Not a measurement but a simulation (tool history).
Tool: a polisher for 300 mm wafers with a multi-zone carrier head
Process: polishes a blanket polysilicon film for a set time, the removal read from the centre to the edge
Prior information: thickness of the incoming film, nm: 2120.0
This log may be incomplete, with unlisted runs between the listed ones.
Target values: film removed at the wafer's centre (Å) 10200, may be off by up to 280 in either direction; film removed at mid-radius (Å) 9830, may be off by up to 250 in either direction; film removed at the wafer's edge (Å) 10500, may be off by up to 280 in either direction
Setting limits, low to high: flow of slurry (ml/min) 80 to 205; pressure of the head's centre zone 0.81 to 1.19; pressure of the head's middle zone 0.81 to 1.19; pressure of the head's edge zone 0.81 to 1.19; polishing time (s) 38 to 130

run,hour,flow of slurry (ml/min),pressure of the head's centre zone,pressure of the head's middle zone,pressure of the head's edge zone,polishing time (s),film removed at the wafer's centre (Å),film removed at mid-radius (Å),film removed at the wafer's edge (Å)
1,0,135,1,1,1,84,7856.4,7734.2,7880.6
2,5.1,135,1,0.92,1,84,7760,7268.3,7928.9
3,14.1,140,1,0.94,1.03,86,7987,7625.4,8178.7
4,17.8,140,1,0.94,1.03,104,9589.7,9282.4,9992.7
5,21.2,170,1,0.94,1.03,104,9874.4,9614.1,10320
6,29.3,140,1,0.94,1.03,104,9733.6,9163.4,9980.5
7,35.1,145,1,0.94,1.03,104,9681.4,9379.5,9996.1
8,36.2,150,1,0.94,1.04,104,9871.8,9471.5,10024
9,43.8,155,1,0.94,1.04,104,9837.1,9336.2,9910
10,50,155,1,0.94,1.03,105,9877.3,9500.7,10160
11,58.7,160,1,0.94,1.04,105,10041,9563.6,10141

Of the 5 settings listed for the next run, only one would bring every result within its allowed miss of target. Which one?
A,67.4,145,0.96,0.9,0.99,108,?,?,?
B,67.4,165,1.1,0.97,1.06,99,?,?,?
C,67.4,180,0.99,0.97,1.07,99,?,?,?
D,67.4,135,1.14,1.1,1.11,98,?,?,?
E,67.4,135,1.03,0.99,1.11,107,?,?,?

move,film removed at the wafer's centre (Å),film removed at mid-radius (Å),film removed at the wafer's edge (Å)
A,9593.8,9316.3,10129
B,10374,9307.4,9761.1
C,9484.8,9450.5,9912.7
D,10191,9853.5,9597.7
E,10039,9842.8,10495
A: its largest miss is bigger than the last run's
B: its largest miss is bigger than the last run's
C: its largest miss is bigger than the last run's
D: its largest miss is bigger than the last run's
E: each result inside its tolerance
Move E is the one to make.

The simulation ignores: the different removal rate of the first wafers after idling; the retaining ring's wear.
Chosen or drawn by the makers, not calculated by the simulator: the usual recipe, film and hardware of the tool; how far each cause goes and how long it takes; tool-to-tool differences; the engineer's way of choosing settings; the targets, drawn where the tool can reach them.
